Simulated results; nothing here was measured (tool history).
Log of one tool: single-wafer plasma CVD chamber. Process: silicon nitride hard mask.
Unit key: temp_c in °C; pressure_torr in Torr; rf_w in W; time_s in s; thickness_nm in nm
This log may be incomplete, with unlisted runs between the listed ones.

run	hour	temp_c	pressure_torr	rf_w	time_s	thickness_nm
1	0.0	385	1.18	315	74.3	74.698
2	2.5	385	1.24	320	74.3	76.571
3	8.4	385	1.24	320	74.3	77.022
4	16.4	385	1.29	320	74.3	77.682
5	21.7	385	1.29	290	74.3	71.911
6	30.5	385	1.29	290	76.6	74.708
7	35.2	385	1.34	295	76.6	76.365

The next listed run, before its measurement:
8	36.7	385	1.38	300	76.6	?

Run 8 gave thickness_nm 78.090 nm.
